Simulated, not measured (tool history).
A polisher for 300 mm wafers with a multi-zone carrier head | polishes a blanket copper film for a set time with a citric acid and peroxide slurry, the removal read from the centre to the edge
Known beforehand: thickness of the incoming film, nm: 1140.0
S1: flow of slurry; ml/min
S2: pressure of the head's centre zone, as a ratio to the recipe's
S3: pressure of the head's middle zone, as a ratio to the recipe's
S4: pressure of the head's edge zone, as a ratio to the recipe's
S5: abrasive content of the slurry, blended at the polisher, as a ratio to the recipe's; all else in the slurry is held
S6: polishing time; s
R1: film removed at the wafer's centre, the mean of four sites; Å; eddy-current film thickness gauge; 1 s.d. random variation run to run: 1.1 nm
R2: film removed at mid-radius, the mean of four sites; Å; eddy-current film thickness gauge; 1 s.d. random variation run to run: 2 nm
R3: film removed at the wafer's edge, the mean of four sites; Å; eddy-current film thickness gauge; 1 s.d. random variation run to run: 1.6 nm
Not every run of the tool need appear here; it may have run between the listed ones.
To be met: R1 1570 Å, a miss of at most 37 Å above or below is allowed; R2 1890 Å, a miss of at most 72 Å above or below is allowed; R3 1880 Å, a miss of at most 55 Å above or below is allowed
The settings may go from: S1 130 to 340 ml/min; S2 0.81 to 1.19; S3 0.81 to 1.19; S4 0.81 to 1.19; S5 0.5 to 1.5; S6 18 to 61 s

run 1 hour=0 | S1=220 S2=1 S3=1 S4=1 S5=1 S6=39 | R1=1326.8 R2=1364.9 R3=1322.9
run 2 hour=1.8 | S1=220 S2=1 S3=1 S4=1 S5=1 S6=48 | R1=1629.5 R2=1654.6 R3=1651.9
run 3 hour=7.5 | S1=220 S2=1 S3=1 S4=1 S5=1.2 S6=48 | R1=1708.5 R2=1730.7 R3=1722.1
run 4 hour=14.4 | S1=215 S2=0.98 S3=1.01 S4=1.02 S5=1.2 S6=48 | R1=1659.5 R2=1759.6 R3=1701.7
run 5 hour=20.8 | S1=215 S2=1.05 S3=1.01 S4=1.02 S5=1.2 S6=48 | R1=1795.8 R2=1767.7 R3=1715.1
run 6 hour=24.6 | S1=205 S2=1.02 S3=1.01 S4=1.03 S5=1.25 S6=48 | R1=1720 R2=1763.3 R3=1745
run 7 hour=26.6 | S1=165 S2=0.94 S3=1.1 S4=1.13 S5=1.4 S6=48 | R1=1547.2 R2=1870.8 R3=1813.5
run 8 hour=34.3 | S1=165 S2=0.94 S3=1.1 S4=1.14 S5=1.4 S6=48 | R1=1576.2 R2=1896.3 R3=1824.1

Exactly one of the 5 candidate moves below puts every result within its allowed miss. Which one?
run A hour=42 | S1=140 S2=1 S3=1.17 S4=1.13 S5=1.5 S6=46 | R1=? R2=? R3=?
run B hour=42 | S1=145 S2=0.94 S3=1.1 S4=1.1 S5=1.1 S6=52 | R1=? R2=? R3=?
run C hour=42 | S1=155 S2=0.9 S3=1.02 S4=0.99 S5=1.45 S6=50 | R1=? R2=? R3=?
run D hour=42 | S1=130 S2=0.92 S3=1.08 S4=1.12 S5=1.15 S6=55 | R1=? R2=? R3=?
run E hour=42 | S1=190 S2=0.96 S3=1.19 S4=1.08 S5=1.45 S6=46 | R1=? R2=? R3=?

move=A R1=1562.2 R2=1860.7 R3=1704.4
move=B R1=1555.4 R2=1873.6 R3=1777.6
move=C R1=1554.9 R2=1838.3 R3=1754.2
move=D R1=1575.3 R2=1917.7 R3=1879.9
move=E R1=1598.7 R2=1996.9 R3=1730.7
A: the biggest miss grows against the last run
B: the biggest miss grows against the last run
C: the biggest miss grows against the last run
D: every result lands within tolerance
E: the biggest miss grows against the last run
Go with D: it meets all targets.

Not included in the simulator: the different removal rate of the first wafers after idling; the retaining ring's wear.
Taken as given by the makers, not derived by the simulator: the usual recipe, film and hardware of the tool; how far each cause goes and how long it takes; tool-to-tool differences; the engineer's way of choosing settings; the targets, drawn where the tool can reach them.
